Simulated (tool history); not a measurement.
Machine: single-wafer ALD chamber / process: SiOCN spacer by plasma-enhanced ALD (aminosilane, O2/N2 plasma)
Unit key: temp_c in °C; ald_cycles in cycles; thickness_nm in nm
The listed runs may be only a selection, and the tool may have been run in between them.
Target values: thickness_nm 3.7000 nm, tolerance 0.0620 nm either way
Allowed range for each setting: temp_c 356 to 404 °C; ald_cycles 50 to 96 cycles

run 1 hour=0.0 | temp_c=380 ald_cycles=73 | thickness_nm=4.5155
run 2 hour=0.8 | temp_c=380 ald_cycles=69 | thickness_nm=4.2662
run 3 hour=7.6 | temp_c=374 ald_cycles=69 | thickness_nm=4.2384
run 4 hour=14.7 | temp_c=374 ald_cycles=66 | thickness_nm=4.0668
run 5 hour=16.4 | temp_c=368 ald_cycles=66 | thickness_nm=4.0763
run 6 hour=17.4 | temp_c=368 ald_cycles=64 | thickness_nm=3.9898
run 7 hour=22.2 | temp_c=368 ald_cycles=62 | thickness_nm=3.8101
run 8 hour=30.9 | temp_c=368 ald_cycles=61 | thickness_nm=3.7376

Pick the move, out of 4, that brings all results within their allowed miss; only one does.
run A hour=39.6 | temp_c=368 ald_cycles=60 | thickness_nm=?
run B hour=39.6 | temp_c=383 ald_cycles=62 | thickness_nm=?
run C hour=39.6 | temp_c=362 ald_cycles=62 | thickness_nm=?
run D hour=39.6 | temp_c=373 ald_cycles=62 | thickness_nm=?

move=A thickness_nm=3.7097
move=B thickness_nm=3.8334
move=C thickness_nm=3.8334
move=D thickness_nm=3.8334
A: every result within its allowed miss
B: lands further from the targets than the last run did
C: lands further from the targets than the last run did
D: lands further from the targets than the last run did
A meets every target.
